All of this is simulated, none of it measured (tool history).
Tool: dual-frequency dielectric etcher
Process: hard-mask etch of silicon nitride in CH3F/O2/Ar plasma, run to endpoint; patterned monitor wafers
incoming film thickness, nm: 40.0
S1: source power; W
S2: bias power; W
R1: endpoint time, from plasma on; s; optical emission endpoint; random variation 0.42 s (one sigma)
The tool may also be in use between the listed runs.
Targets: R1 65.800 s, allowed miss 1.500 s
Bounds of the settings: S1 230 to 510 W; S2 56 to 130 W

run  hour   S1   S2      R1
  1   0.0  370   93  55.266
  2   6.6  370  108  52.702
  3  12.0  340  102  55.517
  4  18.1  340   87  59.139
  5  24.6  340   71  63.023
  6  27.1  340   81  60.304
  7  30.8  330   80  61.131
  8  37.7  320   79  62.286
  9  40.8  310   78  63.885

4 next moves are on the table. One of them brings every result within its allowed miss. Which?
  A  43.9  310  70   ?
  B  43.9  350  70   ?
  C  43.9  300  80   ?
  D  43.9  360  68   ?

move      R1
   A  65.676
   B  62.387
   C  63.841
   D  62.199
A: meets every target
B: further off than the last run
C: as far off as the last run
D: further off than the last run
The right move is A.

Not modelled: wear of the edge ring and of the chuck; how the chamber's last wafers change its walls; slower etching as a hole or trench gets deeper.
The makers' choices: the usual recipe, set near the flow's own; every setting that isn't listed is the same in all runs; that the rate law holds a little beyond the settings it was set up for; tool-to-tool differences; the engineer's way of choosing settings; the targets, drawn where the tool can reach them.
